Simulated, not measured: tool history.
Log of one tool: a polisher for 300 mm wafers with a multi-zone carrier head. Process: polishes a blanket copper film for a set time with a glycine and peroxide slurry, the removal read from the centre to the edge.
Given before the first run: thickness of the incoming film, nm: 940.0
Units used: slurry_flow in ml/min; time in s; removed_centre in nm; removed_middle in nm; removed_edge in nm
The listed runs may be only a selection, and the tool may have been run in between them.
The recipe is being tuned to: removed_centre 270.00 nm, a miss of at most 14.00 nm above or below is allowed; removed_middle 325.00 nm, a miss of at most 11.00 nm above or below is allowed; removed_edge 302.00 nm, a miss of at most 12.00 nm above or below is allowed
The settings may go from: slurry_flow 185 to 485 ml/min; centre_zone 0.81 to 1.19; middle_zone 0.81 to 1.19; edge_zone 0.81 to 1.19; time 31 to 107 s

| run | hour | slurry_flow | centre_zone | middle_zone | edge_zone | time | removed_centre | removed_middle | removed_edge |
|---|---|---|---|---|---|---|---|---|---|
| 1 | 0.0 | 310 | 1.00 | 1.00 | 1.00 | 69 | 351.25 | 350.03 | 359.10 |
| 2 | 5.7 | 310 | 0.97 | 1.01 | 0.98 | 67 | 323.13 | 341.38 | 344.06 |
| 3 | 10.1 | 310 | 0.97 | 1.01 | 0.98 | 60 | 290.41 | 311.34 | 301.74 |
| 4 | 14.3 | 310 | 0.96 | 1.02 | 0.98 | 60 | 290.14 | 309.68 | 300.82 |
| 5 | 20.6 | 310 | 0.96 | 1.02 | 0.98 | 53 | 257.77 | 275.05 | 270.49 |
| 6 | 27.4 | 310 | 0.95 | 1.05 | 1.00 | 54 | 270.17 | 285.96 | 274.56 |
| 7 | 30.9 | 310 | 0.93 | 1.05 | 1.00 | 56 | 264.25 | 295.94 | 283.33 |
| 8 | 32.6 | 315 | 0.92 | 1.06 | 1.01 | 57 | 271.68 | 306.34 | 292.47 |
| 9 | 33.1 | 320 | 0.91 | 1.07 | 1.01 | 57 | 265.54 | 303.46 | 293.37 |
| 10 | 36.0 | 320 | 0.91 | 1.08 | 1.01 | 57 | 260.06 | 313.05 | 291.91 |
| 11 | 43.1 | 325 | 0.91 | 1.08 | 1.02 | 57 | 268.66 | 313.15 | 297.16 |

Of the 5 settings listed for the next run, only one would bring every result within its allowed miss of target. Which one?
| A | 50.2 | 325 | 1.01 | 1.19 | 0.98 | 55 | ? | ? | ? |
| B | 50.2 | 380 | 0.89 | 1.02 | 1.05 | 58 | ? | ? | ? |
| C | 50.2 | 335 | 0.85 | 1.02 | 0.88 | 62 | ? | ? | ? |
| D | 50.2 | 350 | 0.88 | 1.03 | 1.02 | 58 | ? | ? | ? |
| E | 50.2 | 320 | 0.96 | 1.12 | 0.92 | 56 | ? | ? | ? |

| move | removed_centre | removed_middle | removed_edge |
|---|---|---|---|
| A | 279.17 | 318.52 | 276.75 |
| B | 261.44 | 301.07 | 302.68 |
| C | 264.70 | 319.66 | 300.50 |
| D | 257.17 | 301.92 | 298.05 |
| E | 269.68 | 309.16 | 275.05 |
A: puts the biggest miss on target and leaves a different result outside tolerance
B: its largest miss is bigger than the last run's
C: hits every target within its allowed miss
D: its largest miss is bigger than the last run's
E: its largest miss is bigger than the last run's
The move that meets every target is C.
